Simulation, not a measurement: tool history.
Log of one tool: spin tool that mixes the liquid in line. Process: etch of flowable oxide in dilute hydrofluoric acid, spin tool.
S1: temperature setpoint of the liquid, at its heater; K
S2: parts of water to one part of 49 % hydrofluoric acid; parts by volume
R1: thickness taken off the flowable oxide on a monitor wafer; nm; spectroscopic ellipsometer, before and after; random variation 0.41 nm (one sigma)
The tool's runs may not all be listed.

{"run": 1, "hour": 0.0, "S1": 299.15, "S2": 275, "time under the liquid (s)": 295, "R1": 25.748}
{"run": 2, "hour": 0.8, "S1": 300.15, "S2": 265, "time under the liquid (s)": 295, "R1": 28.046}
{"run": 3, "hour": 1.8, "S1": 301.15, "S2": 255, "time under the liquid (s)": 295, "R1": 30.175}
{"run": 4, "hour": 8.2, "S1": 299.15, "S2": 255, "time under the liquid (s)": 295, "R1": 28.073}
{"run": 5, "hour": 13.0, "S1": 300.15, "S2": 245, "time under the liquid (s)": 295, "R1": 31.316}
{"run": 6, "hour": 15.1, "S1": 301.15, "S2": 240, "time under the liquid (s)": 295, "R1": 32.627}
{"run": 7, "hour": 16.5, "S1": 301.65, "S2": 235, "time under the liquid (s)": 295, "R1": 34.261}
{"run": 8, "hour": 19.0, "S1": 302.15, "S2": 230, "time under the liquid (s)": 295, "R1": 35.947}
{"run": 9, "hour": 21.5, "S1": 302.65, "S2": 230, "time under the liquid (s)": 295, "R1": 36.41}
{"run": 10, "hour": 29.2, "S1": 303.15, "S2": 225, "time under the liquid (s)": 295, "R1": 37.748}

Run 11 comes next. What will it give?
{"run": 11, "hour": 34.7, "S1": 303.65, "S2": 220, "time under the liquid (s)": 295, "R1": "?"}

Run 11 gave R1 40.284 nm.
